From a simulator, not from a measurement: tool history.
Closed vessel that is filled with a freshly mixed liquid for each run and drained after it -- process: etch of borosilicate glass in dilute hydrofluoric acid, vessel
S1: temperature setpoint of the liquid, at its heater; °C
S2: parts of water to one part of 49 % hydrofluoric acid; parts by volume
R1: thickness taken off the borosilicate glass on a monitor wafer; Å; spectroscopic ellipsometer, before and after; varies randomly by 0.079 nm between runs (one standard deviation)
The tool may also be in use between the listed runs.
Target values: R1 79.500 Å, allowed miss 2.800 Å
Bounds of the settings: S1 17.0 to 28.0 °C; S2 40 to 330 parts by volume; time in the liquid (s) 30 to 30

Run 1, hour 0.0: S1 20.0 °C, S2 185 parts by volume, time in the liquid (s) 30. Result: R1 42.086 Å.
Run 2, hour 6.3: S1 22.0 °C, S2 170 parts by volume, time in the liquid (s) 30. Result: R1 49.851 Å.
Run 3, hour 14.1: S1 22.0 °C, S2 170 parts by volume, time in the liquid (s) 30. Result: R1 50.372 Å.
Run 4, hour 23.1: S1 25.5 °C, S2 170 parts by volume, time in the liquid (s) 30. Result: R1 57.226 Å.
Run 5, hour 31.4: S1 25.5 °C, S2 200 parts by volume, time in the liquid (s) 30. Result: R1 47.069 Å.
Run 6, hour 38.3: S1 25.5 °C, S2 230 parts by volume, time in the liquid (s) 30. Result: R1 40.446 Å.
At hour 46.3: thermometer replaced.
Run 7, hour 46.3: S1 26.0 °C, S2 205 parts by volume, time in the liquid (s) 30. Result: R1 50.561 Å.
Run 8, hour 51.2: S1 26.5 °C, S2 190 parts by volume, time in the liquid (s) 30. Result: R1 55.187 Å.
Run 9, hour 55.9: S1 27.0 °C, S2 180 parts by volume, time in the liquid (s) 30. Result: R1 59.638 Å.

Exercise: of the 4 proposed moves below, exactly one satisfies all targets within the stated allowed misses. Which move is it?
Run A, hour 60.6: S1 28.0 °C, S2 200 parts by volume, time in the liquid (s) 30. Result: R1 ?.
Run B, hour 60.6: S1 27.5 °C, S2 145 parts by volume, time in the liquid (s) 30. Result: R1 ?.
Run C, hour 60.6: S1 25.0 °C, S2 230 parts by volume, time in the liquid (s) 30. Result: R1 ?.
Run D, hour 60.6: S1 28.0 °C, S2 140 parts by volume, time in the liquid (s) 30. Result: R1 ?.

move      R1
   A  54.409
   B  78.773
   C  41.119
   D  83.635
A: its largest miss is bigger than the last run's
B: in spec on every target
C: its largest miss is bigger than the last run's
D: the result that was furthest off in the last run now lies on the other side of its target
B meets every target.
